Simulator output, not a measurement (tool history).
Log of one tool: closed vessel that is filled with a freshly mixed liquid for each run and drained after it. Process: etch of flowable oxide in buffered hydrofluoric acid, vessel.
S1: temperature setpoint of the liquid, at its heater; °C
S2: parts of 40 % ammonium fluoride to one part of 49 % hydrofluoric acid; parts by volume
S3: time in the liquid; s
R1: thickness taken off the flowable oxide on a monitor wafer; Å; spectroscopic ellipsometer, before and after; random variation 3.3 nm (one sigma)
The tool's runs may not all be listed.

run  hour    S1    S2   S3      R1
  1     0    21  11.5  105  3262.8
  2   8.3    19  11.5  105  2915.8
  3  13.4    20  11.5  105  3039.1
  4  21.7    21  11.5  105  3251.7
  5  27.7  19.5  11.5  105  3026.1
  6  33.4  21.5  11.5  105  3325.5
  7  40.3    22  11.5  105  3441.1
  8  44.5  22.5  11.5  105  3570.1

Forecast run 9:
  9  47.2  23  11.5  105   ?

{"run 9": {"R1": 3622}}
